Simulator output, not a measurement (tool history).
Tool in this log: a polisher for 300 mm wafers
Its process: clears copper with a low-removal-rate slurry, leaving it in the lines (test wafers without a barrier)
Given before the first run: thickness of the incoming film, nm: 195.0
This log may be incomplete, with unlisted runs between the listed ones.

run    day  flow of slurry (ml/min)  pressure of the wafer on the pad (kPa)  speed of the pad under the wafer (m/s)  abrasive content of the slurry  overpolish time after the end point (s)  time until the end point was called (s)  dishing of a wide line in a test structure (nm)
  1  0.000                      215                                    15.2                                    1.16                            1.00                                       20                                   72.131                                           34.931
  2  0.338                      215                                    15.2                                    1.30                            1.00                                       20                                   66.307                                           38.212
  3  0.408                      170                                    15.2                                    1.30                            1.00                                       20                                   65.930                                           36.538
  4  0.575                      175                                    13.1                                    1.30                            1.00                                       24                                   74.514                                           37.012
  5  0.871                      175                                     9.7                                    1.30                            1.00                                       24                                  107.330                                           28.724
  6  0.988                      175                                     9.7                                    1.30                            0.80                                       24                                  108.520                                           27.662
  7  1.112                      185                                     9.7                                    1.30                            0.85                                       27                                  103.980                                           31.751
  8  1.325                      190                                     9.7                                    1.30                            0.90                                       29                                  103.660                                           33.836

Predict the results of run 9:
  9  1.492                      190                                     9.7                                    1.30                            0.90                                       31                                        ?                                                ?

time until the end point was called (s): 106.650
dishing of a wide line in a test structure (nm): 35.958
